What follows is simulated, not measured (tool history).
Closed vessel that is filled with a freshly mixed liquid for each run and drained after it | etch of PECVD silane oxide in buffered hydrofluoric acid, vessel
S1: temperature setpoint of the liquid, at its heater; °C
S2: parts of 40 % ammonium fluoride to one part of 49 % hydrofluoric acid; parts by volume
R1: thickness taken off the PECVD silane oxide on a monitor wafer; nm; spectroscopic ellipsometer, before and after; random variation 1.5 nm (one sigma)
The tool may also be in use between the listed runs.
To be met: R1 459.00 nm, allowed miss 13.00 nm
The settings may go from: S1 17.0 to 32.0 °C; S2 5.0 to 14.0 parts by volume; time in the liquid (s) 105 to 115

{"run": 1, "day": 0.0, "S1": 24.0, "S2": 8.5, "time in the liquid (s)": 105, "R1": 621.84}
{"run": 2, "day": 0.175, "S1": 23.5, "S2": 8.5, "time in the liquid (s)": 105, "R1": 605.21}
{"run": 3, "day": 0.4, "S1": 23.0, "S2": 8.5, "time in the liquid (s)": 105, "R1": 592.28}
{"run": 4, "day": 0.596, "S1": 23.0, "S2": 8.5, "time in the liquid (s)": 105, "R1": 587.7}
{"run": 5, "day": 0.696, "S1": 23.0, "S2": 9.5, "time in the liquid (s)": 105, "R1": 532.93}
{"run": 6, "day": 0.883, "S1": 22.5, "S2": 9.5, "time in the liquid (s)": 105, "R1": 521.66}
{"run": 7, "day": 1.133, "S1": 22.5, "S2": 9.5, "time in the liquid (s)": 105, "R1": 523.56}
{"run": 8, "day": 1.479, "S1": 22.0, "S2": 9.5, "time in the liquid (s)": 105, "R1": 506.57}
{"run": 9, "day": 1.55, "S1": 21.0, "S2": 9.5, "time in the liquid (s)": 105, "R1": 480.37}

4 next moves are on the table. One of them brings every result within its allowed miss. Which?
{"run": "A", "day": 1.621, "S1": 18.5, "S2": 8.0, "time in the liquid (s)": 105, "R1": "?"}
{"run": "B", "day": 1.621, "S1": 21.0, "S2": 10.5, "time in the liquid (s)": 110, "R1": "?"}
{"run": "C", "day": 1.621, "S1": 19.0, "S2": 9.5, "time in the liquid (s)": 105, "R1": "?"}
{"run": "D", "day": 1.621, "S1": 21.5, "S2": 10.0, "time in the liquid (s)": 110, "R1": "?"}

move=A R1=490.59
move=B R1=464.32
move=C R1=429.21
move=D R1=500.62
A: further off than the last run
B: meets every target
C: takes the result that was furthest off past its target
D: further off than the last run
Move B is the one to make.
